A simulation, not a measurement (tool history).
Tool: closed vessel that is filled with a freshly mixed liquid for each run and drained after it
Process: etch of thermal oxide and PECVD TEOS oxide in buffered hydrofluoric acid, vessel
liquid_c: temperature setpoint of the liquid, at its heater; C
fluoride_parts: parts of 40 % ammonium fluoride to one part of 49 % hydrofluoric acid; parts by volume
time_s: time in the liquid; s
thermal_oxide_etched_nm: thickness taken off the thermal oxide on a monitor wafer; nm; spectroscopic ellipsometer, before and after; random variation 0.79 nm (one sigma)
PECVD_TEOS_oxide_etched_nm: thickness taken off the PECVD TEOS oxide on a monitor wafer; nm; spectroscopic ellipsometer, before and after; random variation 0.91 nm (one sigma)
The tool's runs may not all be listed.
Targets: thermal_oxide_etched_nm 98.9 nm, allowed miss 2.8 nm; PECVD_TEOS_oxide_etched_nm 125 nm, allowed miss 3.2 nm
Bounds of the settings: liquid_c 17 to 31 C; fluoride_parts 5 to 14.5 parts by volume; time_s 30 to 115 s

run 1 hour=0 | liquid_c=23 fluoride_parts=9 time_s=60 | thermal_oxide_etched_nm=67.545 PECVD_TEOS_oxide_etched_nm=86.383
run 2 hour=2.4 | liquid_c=24 fluoride_parts=9 time_s=60 | thermal_oxide_etched_nm=71.587 PECVD_TEOS_oxide_etched_nm=90.117
run 3 hour=9.1 | liquid_c=24 fluoride_parts=9 time_s=40 | thermal_oxide_etched_nm=47.336 PECVD_TEOS_oxide_etched_nm=60.292
run 4 hour=11.8 | liquid_c=24 fluoride_parts=8 time_s=40 | thermal_oxide_etched_nm=53.559 PECVD_TEOS_oxide_etched_nm=67.645
run 5 hour=14.5 | liquid_c=22.5 fluoride_parts=8 time_s=40 | thermal_oxide_etched_nm=49.656 PECVD_TEOS_oxide_etched_nm=62.832
run 6 hour=18.2 | liquid_c=22.5 fluoride_parts=8 time_s=60 | thermal_oxide_etched_nm=74.211 PECVD_TEOS_oxide_etched_nm=94.474
run 7 hour=24.4 | liquid_c=23.5 fluoride_parts=8 time_s=60 | thermal_oxide_etched_nm=79.073 PECVD_TEOS_oxide_etched_nm=99.938
run 8 hour=26 | liquid_c=24 fluoride_parts=8 time_s=60 | thermal_oxide_etched_nm=80.969 PECVD_TEOS_oxide_etched_nm=102.38
run 9 hour=28.6 | liquid_c=24.5 fluoride_parts=8 time_s=60 | thermal_oxide_etched_nm=82.514 PECVD_TEOS_oxide_etched_nm=105.68
run 10 hour=33 | liquid_c=25 fluoride_parts=8 time_s=60 | thermal_oxide_etched_nm=85.254 PECVD_TEOS_oxide_etched_nm=106.96
run 11 hour=35 | liquid_c=25.5 fluoride_parts=8 time_s=60 | thermal_oxide_etched_nm=87.475 PECVD_TEOS_oxide_etched_nm=110.58
run 12 hour=42.5 | liquid_c=26 fluoride_parts=8 time_s=60 | thermal_oxide_etched_nm=91.137 PECVD_TEOS_oxide_etched_nm=113.5
run 13 hour=51.3 | liquid_c=26.5 fluoride_parts=8 time_s=60 | thermal_oxide_etched_nm=93.216 PECVD_TEOS_oxide_etched_nm=118.08
run 14 hour=52.1 | liquid_c=27 fluoride_parts=8 time_s=60 | thermal_oxide_etched_nm=93.128 PECVD_TEOS_oxide_etched_nm=120.74
run 15 hour=53.7 | liquid_c=27 fluoride_parts=7.5 time_s=60 | thermal_oxide_etched_nm=102.14 PECVD_TEOS_oxide_etched_nm=127.91

4 next moves are on the table. One of them brings every result within its allowed miss. Which?
run A hour=55.3 | liquid_c=29 fluoride_parts=6 time_s=45 | thermal_oxide_etched_nm=? PECVD_TEOS_oxide_etched_nm=?
run B hour=55.3 | liquid_c=28 fluoride_parts=5.5 time_s=45 | thermal_oxide_etched_nm=? PECVD_TEOS_oxide_etched_nm=?
run C hour=55.3 | liquid_c=30 fluoride_parts=5.5 time_s=40 | thermal_oxide_etched_nm=? PECVD_TEOS_oxide_etched_nm=?
run D hour=55.3 | liquid_c=30 fluoride_parts=10 time_s=65 | thermal_oxide_etched_nm=? PECVD_TEOS_oxide_etched_nm=?

move=A thermal_oxide_etched_nm=105.57 PECVD_TEOS_oxide_etched_nm=132.78
move=B thermal_oxide_etched_nm=107.79 PECVD_TEOS_oxide_etched_nm=135.57
move=C thermal_oxide_etched_nm=106.44 PECVD_TEOS_oxide_etched_nm=133.88
move=D thermal_oxide_etched_nm=100.33 PECVD_TEOS_oxide_etched_nm=126.19
A: further off than the last run
B: further off than the last run
C: further off than the last run
D: meets every target
Move D is the one to make.

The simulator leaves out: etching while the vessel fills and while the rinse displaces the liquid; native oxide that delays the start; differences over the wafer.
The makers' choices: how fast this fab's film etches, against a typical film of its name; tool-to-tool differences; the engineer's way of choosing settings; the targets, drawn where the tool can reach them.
